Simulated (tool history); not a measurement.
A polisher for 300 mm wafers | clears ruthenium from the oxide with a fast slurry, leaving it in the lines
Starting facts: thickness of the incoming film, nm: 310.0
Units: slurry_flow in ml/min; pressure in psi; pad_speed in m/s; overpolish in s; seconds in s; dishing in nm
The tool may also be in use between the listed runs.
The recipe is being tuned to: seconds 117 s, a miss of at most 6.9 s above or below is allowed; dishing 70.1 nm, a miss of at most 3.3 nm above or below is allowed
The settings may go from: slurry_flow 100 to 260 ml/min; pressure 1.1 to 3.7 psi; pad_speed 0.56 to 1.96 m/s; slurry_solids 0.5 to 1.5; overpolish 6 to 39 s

| run | hour | slurry_flow | pressure | pad_speed | slurry_solids | overpolish | seconds | dishing |
|---|---|---|---|---|---|---|---|---|
| 1 | 0 | 165 | 2.4 | 1.26 | 1 | 20 | 74.378 | 67.181 |
| 2 | 6.8 | 165 | 2.4 | 1.26 | 1 | 14 | 73.938 | 47.606 |
| 3 | 13.5 | 165 | 2.4 | 1.06 | 1 | 14 | 86.763 | 41.429 |
| 4 | 16.7 | 160 | 2.2 | 1.06 | 1 | 18 | 96.104 | 48.059 |
| 5 | 25.3 | 160 | 2.5 | 1.06 | 1 | 18 | 83.683 | 52.954 |
| 6 | 27.3 | 160 | 2.5 | 1.06 | 1 | 11 | 83.783 | 33.898 |
| 7 | 33.1 | 150 | 2.2 | 1.14 | 1 | 15 | 90.106 | 42.694 |
| 8 | 34.9 | 150 | 2.2 | 1.14 | 1 | 15 | 91.296 | 43.036 |
| 9 | 35.9 | 145 | 2 | 1.18 | 1 | 18 | 97.406 | 47.828 |
| 10 | 38 | 140 | 1.9 | 1.2 | 1 | 20 | 99.506 | 51.065 |
| 11 | 39.2 | 140 | 1.8 | 1.2 | 1 | 22 | 107.02 | 52.45 |

Which single option among these 5 for the next run brings every result within its allowed miss of target? Just one does.
| A | 40.4 | 130 | 1.7 | 1.1 | 0.95 | 18 | ? | ? |
| B | 40.4 | 145 | 1.8 | 1.22 | 0.95 | 19 | ? | ? |
| C | 40.4 | 125 | 2.2 | 0.98 | 0.95 | 16 | ? | ? |
| D | 40.4 | 145 | 1.5 | 1.4 | 0.85 | 33 | ? | ? |
| E | 40.4 | 175 | 1.2 | 1.64 | 0.9 | 39 | ? | ? |

| move | seconds | dishing |
|---|---|---|
| A | 120.99 | 37.937 |
| B | 102.32 | 46.503 |
| C | 105.24 | 38.707 |
| D | 112.13 | 69.925 |
| E | 113.85 | 79.533 |
A: moves away from the targets compared with the last run
B: moves away from the targets compared with the last run
C: moves away from the targets compared with the last run
D: meets every target
E: pushes the last run's worst result past its target
D meets every target.

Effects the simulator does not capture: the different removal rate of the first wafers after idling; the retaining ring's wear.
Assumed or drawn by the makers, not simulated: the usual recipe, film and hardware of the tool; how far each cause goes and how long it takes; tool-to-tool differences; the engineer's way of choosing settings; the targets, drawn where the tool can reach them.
